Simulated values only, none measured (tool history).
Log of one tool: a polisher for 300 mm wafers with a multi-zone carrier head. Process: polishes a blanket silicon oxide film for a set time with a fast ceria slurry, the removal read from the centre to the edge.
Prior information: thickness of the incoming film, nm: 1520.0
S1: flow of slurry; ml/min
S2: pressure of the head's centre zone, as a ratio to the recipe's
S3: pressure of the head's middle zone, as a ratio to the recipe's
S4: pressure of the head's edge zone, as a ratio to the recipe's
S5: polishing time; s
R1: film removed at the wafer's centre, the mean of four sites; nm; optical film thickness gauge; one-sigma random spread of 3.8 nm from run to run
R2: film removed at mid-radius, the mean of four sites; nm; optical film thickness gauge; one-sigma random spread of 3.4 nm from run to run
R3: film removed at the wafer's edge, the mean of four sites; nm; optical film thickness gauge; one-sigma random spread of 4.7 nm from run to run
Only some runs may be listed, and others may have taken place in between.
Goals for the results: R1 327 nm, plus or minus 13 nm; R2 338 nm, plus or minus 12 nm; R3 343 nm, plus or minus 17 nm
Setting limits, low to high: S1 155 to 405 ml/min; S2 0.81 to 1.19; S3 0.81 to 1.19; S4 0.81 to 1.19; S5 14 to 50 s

{"run": 1, "day": 0.0, "S1": 260, "S2": 1, "S3": 1, "S4": 1, "S5": 32, "R1": 504.87, "R2": 504.8, "R3": 498.52}
{"run": 2, "day": 0.271, "S1": 260, "S2": 1, "S3": 1, "S4": 0.92, "S5": 32, "R1": 498.22, "R2": 501.64, "R3": 472.97}
{"run": 3, "day": 0.388, "S1": 260, "S2": 1, "S3": 1, "S4": 0.92, "S5": 38, "R1": 588.37, "R2": 597.82, "R3": 565.92}
{"run": 4, "day": 0.65, "S1": 310, "S2": 1, "S3": 1, "S4": 0.92, "S5": 38, "R1": 599.09, "R2": 598.8, "R3": 561}
{"run": 5, "day": 1.021, "S1": 310, "S2": 1, "S3": 1.08, "S4": 0.92, "S5": 38, "R1": 604.63, "R2": 637.63, "R3": 575.94}
{"run": 6, "day": 1.379, "S1": 310, "S2": 0.93, "S3": 1.08, "S4": 0.92, "S5": 38, "R1": 556.42, "R2": 641.8, "R3": 579.11}
{"run": 7, "day": 1.471, "S1": 310, "S2": 0.93, "S3": 1.06, "S4": 0.92, "S5": 36, "R1": 531.95, "R2": 586.38, "R3": 541.22}
{"run": 8, "day": 1.825, "S1": 310, "S2": 0.92, "S3": 1.04, "S4": 0.91, "S5": 35, "R1": 511.85, "R2": 569.38, "R3": 527.49}
{"run": 9, "day": 2.108, "S1": 310, "S2": 0.91, "S3": 1.02, "S4": 0.91, "S5": 33, "R1": 469.05, "R2": 528.53, "R3": 504.21}
{"run": 10, "day": 2.254, "S1": 310, "S2": 0.91, "S3": 1.01, "S4": 0.9, "S5": 32, "R1": 468.3, "R2": 509.58, "R3": 481.81}
{"run": 11, "day": 2.425, "S1": 265, "S2": 0.81, "S3": 0.91, "S4": 0.89, "S5": 23, "R1": 289.11, "R2": 340.84, "R3": 344.21}
{"run": 12, "day": 2.508, "S1": 270, "S2": 0.82, "S3": 0.91, "S4": 0.89, "S5": 23, "R1": 288.89, "R2": 338.92, "R3": 341.2}
{"run": 13, "day": 2.858, "S1": 275, "S2": 0.83, "S3": 0.91, "S4": 0.89, "S5": 23, "R1": 294.85, "R2": 341.7, "R3": 346.86}
{"run": 14, "day": 3.179, "S1": 275, "S2": 0.84, "S3": 0.91, "S4": 0.89, "S5": 23, "R1": 304.22, "R2": 337.61, "R3": 336.26}
{"run": 15, "day": 3.258, "S1": 280, "S2": 0.84, "S3": 0.91, "S4": 0.89, "S5": 23, "R1": 301.11, "R2": 339.56, "R3": 341.43}
{"run": 16, "day": 3.367, "S1": 280, "S2": 0.85, "S3": 0.91, "S4": 0.89, "S5": 23, "R1": 303.63, "R2": 340.15, "R3": 345.54}
{"run": 17, "day": 3.738, "S1": 280, "S2": 0.86, "S3": 0.91, "S4": 0.89, "S5": 23, "R1": 309.21, "R2": 338.96, "R3": 342.28}

Exercise: of the 5 proposed moves below, exactly one satisfies all targets within the stated allowed misses. Which move is it?
{"run": "A", "day": 4.108, "S1": 225, "S2": 0.81, "S3": 0.95, "S4": 0.93, "S5": 23, "R1": "?", "R2": "?", "R3": "?"}
{"run": "B", "day": 4.108, "S1": 280, "S2": 0.89, "S3": 0.89, "S4": 0.86, "S5": 23, "R1": "?", "R2": "?", "R3": "?"}
{"run": "C", "day": 4.108, "S1": 265, "S2": 0.81, "S3": 0.93, "S4": 0.81, "S5": 23, "R1": "?", "R2": "?", "R3": "?"}
{"run": "D", "day": 4.108, "S1": 340, "S2": 0.81, "S3": 0.97, "S4": 0.83, "S5": 22, "R1": "?", "R2": "?", "R3": "?"}
{"run": "E", "day": 4.108, "S1": 275, "S2": 0.83, "S3": 0.93, "S4": 0.88, "S5": 23, "R1": "?", "R2": "?", "R3": "?"}

move=A R1=288.41 R2=343.95 R3=334.44
move=B R1=323.15 R2=334.23 R3=331.49
move=C R1=292.56 R2=343.31 R3=324.93
move=D R1=285.6 R2=344.43 R3=317.07
move=E R1=300.79 R2=344.22 R3=333.14
A: moves away from the targets compared with the last run
B: hits every target within its allowed miss
C: moves away from the targets compared with the last run
D: moves away from the targets compared with the last run
E: moves away from the targets compared with the last run
B meets every target.
